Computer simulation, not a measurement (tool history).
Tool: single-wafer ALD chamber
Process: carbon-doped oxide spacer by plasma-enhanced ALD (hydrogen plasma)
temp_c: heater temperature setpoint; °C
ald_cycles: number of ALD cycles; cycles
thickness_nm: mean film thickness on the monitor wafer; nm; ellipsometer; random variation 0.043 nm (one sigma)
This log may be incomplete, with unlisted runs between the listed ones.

{"run": 1, "hour": 0.0, "temp_c": 400, "ald_cycles": 332, "thickness_nm": 15.862}
{"run": 2, "hour": 2.3, "temp_c": 400, "ald_cycles": 315, "thickness_nm": 15.099}
{"run": 3, "hour": 3.8, "temp_c": 400, "ald_cycles": 291, "thickness_nm": 13.954}
{"run": 4, "hour": 5.9, "temp_c": 390, "ald_cycles": 291, "thickness_nm": 13.991}
{"run": 5, "hour": 10.4, "temp_c": 390, "ald_cycles": 317, "thickness_nm": 15.178}
{"run": 6, "hour": 13.5, "temp_c": 390, "ald_cycles": 335, "thickness_nm": 16.044}
{"run": 7, "hour": 16.0, "temp_c": 390, "ald_cycles": 347, "thickness_nm": 16.599}

What will run 8 give?
{"run": 8, "hour": 22.7, "temp_c": 390, "ald_cycles": 355, "thickness_nm": "?"}

thickness_nm: 16.948 nm
